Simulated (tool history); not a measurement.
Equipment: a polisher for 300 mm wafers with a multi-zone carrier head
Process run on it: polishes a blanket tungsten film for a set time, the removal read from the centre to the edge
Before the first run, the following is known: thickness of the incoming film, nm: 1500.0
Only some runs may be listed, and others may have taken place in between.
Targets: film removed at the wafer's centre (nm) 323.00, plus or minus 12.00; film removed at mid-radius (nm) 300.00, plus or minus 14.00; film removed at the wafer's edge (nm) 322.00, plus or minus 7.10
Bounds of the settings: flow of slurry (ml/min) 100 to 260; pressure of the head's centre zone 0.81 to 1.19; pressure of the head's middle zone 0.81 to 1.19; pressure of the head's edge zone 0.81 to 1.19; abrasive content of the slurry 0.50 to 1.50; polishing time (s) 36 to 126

run  hour  flow of slurry (ml/min)  pressure of the head's centre zone  pressure of the head's middle zone  pressure of the head's edge zone  abrasive content of the slurry  polishing time (s)  film removed at the wafer's centre (nm)  film removed at mid-radius (nm)  film removed at the wafer's edge (nm)
  1   0.0                      165                                1.00                                1.00                              1.00                            1.00                  81                                   399.52                           393.94                                 398.71
  2   0.8                      155                                0.99                                0.97                              0.97                            0.90                  81                                   385.23                           379.46                                 382.80
  3   8.1                      195                                0.99                                0.97                              0.97                            0.90                  81                                   394.05                           389.75                                 390.01
  4  16.0                      195                                0.99                                0.97                              0.97                            0.70                  81                                   378.20                           372.15                                 372.02
  5  20.0                      195                                0.99                                0.97                              0.97                            0.70                  64                                   298.40                           291.16                                 295.15
  6  21.2                      200                                1.00                                0.97                              0.99                            0.70                  64                                   303.67                           294.55                                 300.70
  7  22.3                      205                                1.01                                0.97                              1.01                            0.70                  64                                   305.67                           293.42                                 304.07
  8  25.8                      210                                1.02                                0.97                              1.02                            0.70                  64                                   309.86                           297.53                                 302.33
  9  31.3                      215                                1.02                                0.96                              1.04                            0.75                  64                                   318.41                           299.56                                 312.84
 10  33.0                      220                                1.02                                0.96                              1.05                            0.75                  64                                   315.72                           305.71                                 314.14

Of the 5 settings listed for the next run, only one would bring every result within its allowed miss of target. Which one?
  A  34.7                      185                                1.03                                0.95                              1.07                            0.95                  63                                        ?                                ?                                      ?
  B  34.7                      200                                0.89                                0.99                              1.06                            0.75                  68                                        ?                                ?                                      ?
  C  34.7                      225                                1.02                                0.89                              1.12                            0.85                  59                                        ?                                ?                                      ?
  D  34.7                      215                                1.13                                1.09                              0.99                            0.85                  62                                        ?                                ?                                      ?
  E  34.7                      260                                0.92                                0.96                              1.09                            0.75                  63                                        ?                                ?                                      ?

move  film removed at the wafer's centre (nm)  film removed at mid-radius (nm)  film removed at the wafer's edge (nm)
   A                                   321.82                           294.99                                 321.31
   B                                   290.22                           318.18                                 331.80
   C                                   300.45                           262.69                                 307.28
   D                                   347.83                           325.42                                 301.65
   E                                   287.97                           296.62                                 319.47
A: in spec on every target
B: takes the result that was furthest off past its target
C: misses by more than the last run did
D: misses by more than the last run did
E: the furthest-off result lands on target, but another misses its tolerance
Correct choice: A, which meets every target
